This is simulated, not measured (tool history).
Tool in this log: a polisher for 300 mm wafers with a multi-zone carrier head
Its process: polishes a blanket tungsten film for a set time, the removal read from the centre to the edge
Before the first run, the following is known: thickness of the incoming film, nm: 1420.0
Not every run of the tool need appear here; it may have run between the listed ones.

run    day  flow of slurry (ml/min)  pressure of the head's centre zone  pressure of the head's middle zone  pressure of the head's edge zone  abrasive content of the slurry  polishing time (s)  film removed at the wafer's centre (angstrom)  film removed at mid-radius (angstrom)  film removed at the wafer's edge (angstrom)
  1      0                      240                                   1                                   1                                 1                               1                  48                                         1588.1                                 1558.8                                       1648.4
  2  0.271                      240                                   1                                   1                              1.07                               1                  48                                         1584.2                                 1545.3                                       1703.2
  3  0.338                      240                                   1                                   1                              1.07                            1.15                  48                                         1607.3                                 1591.1                                       1742.4
  4  0.692                      240                                   1                                   1                              1.01                            1.15                  48                                         1615.2                                 1572.9                                       1693.6
  5  0.838                      235                                0.98                                   1                              1.01                             1.1                  47                                         1534.5                                   1512                                       1695.5
  6  0.862                      280                                0.98                                   1                              1.01                             1.1                  47                                         1600.3                                 1552.1                                       1728.8
  7  0.958                      210                                0.88                                1.05                              0.91                            0.85                  44                                         1205.5                                 1415.7                                       1419.8

Run 8 is up next; what results do you expect?
  8  1.188                      210                                0.88                                1.05                              0.91                            0.85                  44                                              ?                                      ?                                            ?

{"run 8": {"film removed at the wafer's centre (angstrom)": 1202.5, "film removed at mid-radius (angstrom)": 1418, "film removed at the wafer's edge (angstrom)": 1381.8}}
